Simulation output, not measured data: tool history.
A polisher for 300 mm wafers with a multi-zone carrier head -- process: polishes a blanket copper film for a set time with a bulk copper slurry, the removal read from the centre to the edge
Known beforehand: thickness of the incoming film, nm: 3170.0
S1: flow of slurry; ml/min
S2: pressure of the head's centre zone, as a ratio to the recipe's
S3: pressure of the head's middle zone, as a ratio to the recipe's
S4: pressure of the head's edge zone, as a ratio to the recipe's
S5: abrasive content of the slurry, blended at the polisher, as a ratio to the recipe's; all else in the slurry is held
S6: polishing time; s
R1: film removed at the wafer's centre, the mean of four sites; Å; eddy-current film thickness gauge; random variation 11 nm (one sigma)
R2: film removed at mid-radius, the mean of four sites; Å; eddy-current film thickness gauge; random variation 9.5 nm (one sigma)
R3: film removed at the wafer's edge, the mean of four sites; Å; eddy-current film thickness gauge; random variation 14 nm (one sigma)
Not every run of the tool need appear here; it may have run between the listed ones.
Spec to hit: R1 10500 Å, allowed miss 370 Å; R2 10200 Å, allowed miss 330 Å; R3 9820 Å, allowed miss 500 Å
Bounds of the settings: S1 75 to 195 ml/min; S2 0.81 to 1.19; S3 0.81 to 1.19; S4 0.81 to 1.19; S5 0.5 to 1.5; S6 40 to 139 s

run,hour,S1,S2,S3,S4,S5,S6,R1,R2,R3
1,0,125,1,1,1,1,89,8253.6,7852.7,7915.9
2,6.7,140,1.02,1.03,1.04,1.1,90,8867.5,8426.8,8362
3,12.8,140,1.02,1.03,1.04,1,90,8645.9,8329.1,8137.5
4,13.4,145,1.02,1.05,1.06,1.15,91,9153.4,8645.5,8518.4
5,14.6,145,1.07,1.05,1.06,1.15,91,9606,8752.9,8733.4
6,18,145,1.07,1,1.06,1.15,91,9570.6,8464.7,8443.4
7,21.2,150,1.07,1.05,1.07,1.2,92,9711.7,9082.8,9068.1
8,27.9,160,1.08,1.07,1.07,1.2,92,10193,9269.2,8818.2
9,31.7,160,1.08,1.09,1.09,1.25,92,10138,9500.7,9345.5
10,34.8,165,1.08,1.1,1.1,1.25,92,10337,9519.6,9169
11,39.8,165,1.08,1.12,1.11,1.3,92,10314,9855.7,9432.4
12,42.5,165,1.08,1.13,1.12,1.3,92,10453,9783.8,9476.7

Exactly one of the 5 candidate moves below puts every result within its allowed miss. Which one?
A,45.2,150,1.17,1.1,1.06,1.45,88,?,?,?
B,45.2,195,1.04,1.19,0.85,1.1,98,?,?,?
C,45.2,170,1.06,1.13,1.13,1.25,96,?,?,?
D,45.2,110,1.07,1.02,1.19,1.35,102,?,?,?
E,45.2,130,1.06,1.04,1.19,1.4,96,?,?,?

move,R1,R2,R3
A,10764,9285.8,8828
B,10486,10684,8644.7
C,10531,10189,9726.6
D,10281,9339.6,10074
E,10168,9383.5,9859.3
A: moves away from the targets compared with the last run
B: carries the result that was furthest off beyond its target, to the other side
C: every result within its allowed miss
D: moves away from the targets compared with the last run
E: moves away from the targets compared with the last run
Correct choice: C, which meets every target
